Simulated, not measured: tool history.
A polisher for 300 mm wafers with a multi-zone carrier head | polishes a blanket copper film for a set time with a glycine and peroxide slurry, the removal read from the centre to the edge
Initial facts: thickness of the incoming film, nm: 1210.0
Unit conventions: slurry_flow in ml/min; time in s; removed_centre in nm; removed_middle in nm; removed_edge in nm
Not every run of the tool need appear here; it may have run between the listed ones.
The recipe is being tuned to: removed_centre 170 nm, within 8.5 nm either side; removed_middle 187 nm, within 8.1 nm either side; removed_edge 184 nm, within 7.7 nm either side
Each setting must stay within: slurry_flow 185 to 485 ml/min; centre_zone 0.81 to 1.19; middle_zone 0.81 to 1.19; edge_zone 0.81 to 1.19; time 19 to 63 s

| run | hour | slurry_flow | centre_zone | middle_zone | edge_zone | time | removed_centre | removed_middle | removed_edge |
|---|---|---|---|---|---|---|---|---|---|
| 1 | 0 | 310 | 1 | 1 | 1 | 41 | 208.21 | 216.66 | 220.37 |
| 2 | 4.5 | 310 | 1 | 1 | 1 | 50 | 253.4 | 256.24 | 264.49 |
| 3 | 13.1 | 310 | 1 | 0.92 | 1 | 50 | 248.14 | 246.98 | 273.21 |
| 4 | 20.8 | 310 | 1 | 0.92 | 0.92 | 50 | 253.46 | 254.93 | 256.68 |
|  | 22.8 | edge zone pressure recalibrated |
| 5 | 22.8 | 310 | 1 | 0.92 | 0.92 | 57 | 288.36 | 290.5 | 281.77 |
| 6 | 30.6 | 275 | 1 | 0.92 | 0.92 | 57 | 289.51 | 278.66 | 277.33 |
| 7 | 35.7 | 275 | 1 | 0.92 | 0.92 | 57 | 283.32 | 279 | 277.93 |
| 8 | 36.5 | 265 | 0.99 | 0.92 | 0.91 | 55 | 265.84 | 271.03 | 258.37 |
| 9 | 41.5 | 260 | 0.99 | 0.91 | 0.91 | 53 | 258.61 | 264.72 | 256.25 |
| 10 | 47.6 | 255 | 0.99 | 0.91 | 0.91 | 51 | 246.19 | 249.71 | 247.63 |
| 11 | 55.3 | 260 | 0.91 | 0.94 | 0.86 | 40 | 177.98 | 196.35 | 184.56 |

4 candidate next runs follow, results not yet known. Just one meets every target within its allowed miss. Identify it.
| A | 63 | 235 | 0.95 | 1.02 | 0.81 | 36 | ? | ? | ? |
| B | 63 | 220 | 0.9 | 1.12 | 0.81 | 39 | ? | ? | ? |
| C | 63 | 305 | 0.88 | 0.87 | 0.88 | 38 | ? | ? | ? |
| D | 63 | 260 | 0.95 | 0.81 | 0.99 | 36 | ? | ? | ? |

| move | removed_centre | removed_middle | removed_edge |
|---|---|---|---|
| A | 166 | 185.09 | 162.46 |
| B | 168.48 | 208.05 | 174.56 |
| C | 168.02 | 187.41 | 182.52 |
| D | 168.41 | 168.84 | 180.22 |
A: the worst result of the last run now meets its target, but another is out of spec
B: further off than the last run
C: hits every target within its allowed miss
D: the result that was furthest off in the last run now lies on the other side of its target
C meets every target.
